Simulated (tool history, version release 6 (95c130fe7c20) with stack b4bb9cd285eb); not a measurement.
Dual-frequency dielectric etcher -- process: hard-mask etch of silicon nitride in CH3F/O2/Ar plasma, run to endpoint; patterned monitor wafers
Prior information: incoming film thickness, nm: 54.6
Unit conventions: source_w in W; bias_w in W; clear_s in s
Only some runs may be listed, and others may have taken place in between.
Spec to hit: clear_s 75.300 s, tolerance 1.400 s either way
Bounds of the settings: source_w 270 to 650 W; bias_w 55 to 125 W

run	day	source_w	bias_w	clear_s
1	0.000	460	90	62.407
2	0.192	400	86	67.210
3	0.371	340	86	70.569
4	0.683	410	86	65.853
5	0.817	410	94	63.932
6	1.017	370	90	67.923
7	1.242	340	89	70.022
8	1.575	320	88	71.558
9	1.871	310	87	72.574
10	2.183	300	87	73.691

5 next moves are on the table. One of them brings every result within its allowed miss. Which?
A	2.496	290	85	?
B	2.496	270	78	?
C	2.496	280	98	?
D	2.496	270	80	?
E	2.496	290	91	?

move	clear_s
A	75.508
B	79.913
C	72.178
D	79.127
E	73.505
A: hits every target within its allowed miss
B: pushes the last run's worst result past its target
C: its largest miss is bigger than the last run's
D: pushes the last run's worst result past its target
E: its largest miss is bigger than the last run's
So the answer is move A, the one that meets all the targets.
